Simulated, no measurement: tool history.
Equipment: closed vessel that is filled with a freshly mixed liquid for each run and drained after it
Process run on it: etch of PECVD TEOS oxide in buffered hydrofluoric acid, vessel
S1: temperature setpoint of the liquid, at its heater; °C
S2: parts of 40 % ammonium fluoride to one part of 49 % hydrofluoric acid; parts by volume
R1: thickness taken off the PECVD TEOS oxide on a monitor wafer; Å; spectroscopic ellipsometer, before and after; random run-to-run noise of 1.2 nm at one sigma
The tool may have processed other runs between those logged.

{"run": 1, "day": 0.0, "S1": 25, "S2": 17, "time in the liquid (s)": 105, "R1": 972.9}
{"run": 2, "day": 0.125, "S1": 26, "S2": 16.5, "time in the liquid (s)": 105, "R1": 1068.9}
{"run": 3, "day": 0.467, "S1": 26, "S2": 13.5, "time in the liquid (s)": 105, "R1": 1298.4}
{"run": 4, "day": 0.712, "S1": 26, "S2": 13.5, "time in the liquid (s)": 110, "R1": 1371.8}
{"run": 5, "day": 0.888, "S1": 24, "S2": 13.5, "time in the liquid (s)": 110, "R1": 1210.8}
{"run": 6, "day": 1.212, "S1": 24.5, "S2": 13.5, "time in the liquid (s)": 110, "R1": 1250.6}
{"run": 7, "day": 1.246, "S1": 25, "S2": 13.5, "time in the liquid (s)": 110, "R1": 1290.4}

What does the tool deliver on the next run?
{"run": 8, "day": 1.308, "S1": 25.5, "S2": 13.5, "time in the liquid (s)": 110, "R1": "?"}

{"run 8": {"R1": 1323.2}}
